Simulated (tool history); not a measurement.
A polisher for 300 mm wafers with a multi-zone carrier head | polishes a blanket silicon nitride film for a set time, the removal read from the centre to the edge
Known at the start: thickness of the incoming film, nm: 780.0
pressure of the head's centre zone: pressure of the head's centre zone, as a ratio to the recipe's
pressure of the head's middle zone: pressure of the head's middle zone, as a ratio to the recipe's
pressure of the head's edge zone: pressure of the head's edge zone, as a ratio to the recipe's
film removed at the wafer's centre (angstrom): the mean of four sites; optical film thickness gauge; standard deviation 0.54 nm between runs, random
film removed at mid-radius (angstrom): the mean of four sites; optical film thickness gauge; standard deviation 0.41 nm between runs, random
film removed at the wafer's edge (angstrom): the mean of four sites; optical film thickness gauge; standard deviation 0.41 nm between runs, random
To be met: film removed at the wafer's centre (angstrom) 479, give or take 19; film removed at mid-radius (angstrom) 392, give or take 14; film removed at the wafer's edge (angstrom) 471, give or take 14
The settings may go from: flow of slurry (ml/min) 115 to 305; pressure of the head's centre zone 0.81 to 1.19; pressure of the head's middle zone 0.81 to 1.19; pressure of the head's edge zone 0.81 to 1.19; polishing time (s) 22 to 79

run	day	flow of slurry (ml/min)	pressure of the head's centre zone	pressure of the head's middle zone	pressure of the head's edge zone	polishing time (s)	film removed at the wafer's centre (angstrom)	film removed at mid-radius (angstrom)	film removed at the wafer's edge (angstrom)
1	0	195	1	1	1	50	790.5	793.33	787.14
2	0.196	195	1	1	1.08	50	785.92	792.83	827.5
3	0.329	195	1.04	1	1.08	50	810.54	787.2	818.56
4	0.654	185	1.04	0.97	1.07	46	742.59	698.4	753.58
5	0.917	185	1.04	0.92	1.07	46	732.05	670.56	767.1
6	0.95	180	1.05	0.9	1.05	42	671.59	610.72	684.7
7	1.088	170	1.06	0.88	1.05	39	633.04	557.15	627.78
8	1.112	165	1.07	0.87	1.06	37	618.16	511.99	601.9
9	1.142	160	1.06	0.86	1.05	35	555.15	480.94	560.92
10	1.346	135	1.11	0.81	1.03	27	433.63	341.81	413.04
11	1.633	190	1.07	0.82	1.06	27	447.93	362.22	445.95
12	2.004	190	1.07	0.83	1.07	27	452.25	375.16	446.14
13	2.071	190	1.07	0.83	1.08	27	445.97	361.02	445.08

5 next moves are on the table. One of them brings every result within its allowed miss. Which?
A	2.138	185	1.08	0.81	1.07	25	?	?	?
B	2.138	225	1.12	0.96	1.03	27	?	?	?
C	2.138	245	1.1	0.85	0.98	27	?	?	?
D	2.138	195	1.16	0.83	1.07	29	?	?	?
E	2.138	235	1.09	0.88	1.14	27	?	?	?

move	film removed at the wafer's centre (angstrom)	film removed at mid-radius (angstrom)	film removed at the wafer's edge (angstrom)
A	421.23	335.34	414.68
B	482.6	427.39	446.91
C	480.39	390.19	440.14
D	522.39	399.54	483.46
E	474.42	399.53	472.58
A: the biggest miss grows against the last run
B: moves the result that the last run missed by most past its target, out the other side
C: corrects the largest miss of the last run, while another result sits out of spec
D: corrects the largest miss of the last run, while another result sits out of spec
E: meets every target
E meets every target.
